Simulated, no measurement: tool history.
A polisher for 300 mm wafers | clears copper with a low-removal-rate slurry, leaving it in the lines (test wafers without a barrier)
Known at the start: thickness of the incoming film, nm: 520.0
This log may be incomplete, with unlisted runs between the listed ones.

| run | hour | flow of slurry (ml/min) | pressure of the wafer on the pad (psi) | speed of the pad under the wafer (cm/s) | abrasive content of the slurry | overpolish time after the end point (s) | time until the end point was called (s) | dishing of a wide line in a test structure (angstrom) |
|---|---|---|---|---|---|---|---|---|
| 1 | 0.0 | 155 | 2.7 | 140 | 1.0 | 16 | 152.14 | 383.45 |
| 2 | 3.6 | 155 | 2.7 | 140 | 0.9 | 16 | 158.89 | 370.98 |
| 3 | 5.7 | 155 | 2.7 | 106 | 0.9 | 16 | 213.69 | 298.01 |
| 4 | 7.2 | 130 | 2.7 | 106 | 0.9 | 16 | 215.59 | 294.26 |
| 5 | 13.0 | 130 | 2.7 | 106 | 0.7 | 16 | 228.88 | 271.16 |
| 6 | 14.3 | 130 | 2.7 | 106 | 0.7 | 13 | 222.12 | 229.48 |
| 7 | 23.1 | 130 | 2.8 | 106 | 0.7 | 14 | 220.37 | 252.30 |
| 8 | 31.3 | 130 | 2.9 | 106 | 0.7 | 15 | 213.26 | 281.67 |

Run 9 has not been measured yet. What should we expect?
| 9 | 35.4 | 130 | 3.0 | 106 | 0.7 | 16 | ? | ? |

{"run 9": {"time until the end point was called (s)": 202.73, "dishing of a wide line in a test structure (angstrom)": 303.7}}
